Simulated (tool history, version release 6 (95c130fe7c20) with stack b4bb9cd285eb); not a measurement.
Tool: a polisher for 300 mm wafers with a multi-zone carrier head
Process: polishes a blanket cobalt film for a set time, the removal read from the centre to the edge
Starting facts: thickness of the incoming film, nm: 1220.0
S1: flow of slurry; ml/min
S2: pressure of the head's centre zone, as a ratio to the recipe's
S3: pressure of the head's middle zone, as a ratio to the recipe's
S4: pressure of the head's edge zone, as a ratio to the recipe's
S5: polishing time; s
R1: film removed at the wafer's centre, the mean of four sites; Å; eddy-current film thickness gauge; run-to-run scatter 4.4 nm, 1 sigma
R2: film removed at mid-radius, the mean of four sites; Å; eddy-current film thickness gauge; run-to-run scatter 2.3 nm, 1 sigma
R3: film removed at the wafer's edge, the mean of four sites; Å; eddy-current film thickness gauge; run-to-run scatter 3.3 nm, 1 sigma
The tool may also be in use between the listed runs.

run	hour	S1	S2	S3	S4	S5	R1	R2	R3
1	0	175	1	1	1	64	4316.8	4300.3	4283.8
2	6.7	175	1	0.96	1	64	4336	4198.8	4226.2
3	9.4	175	1	0.96	1.05	64	4329	4176.7	4329.1
4	15.3	175	1	0.96	1.13	64	4244.8	4219.5	4502.5
5	24.3	175	0.97	0.96	1.13	64	4225.9	4195.3	4503.3
6	29.1	175	0.97	0.96	1.13	75	4897.7	4886	5313.4
7	35.9	170	0.95	0.95	1.09	71	4467	4573.6	5004.2
8	43.4	170	0.99	1	0.99	53	3594.1	3545.4	3469.6

For run 9, what comes out?
9	50.3	160	0.98	1	1	53	?	?	?

Run 9 produced R1 3420.2 Å, R2 3541.6 Å, R3 3482.8 Å.
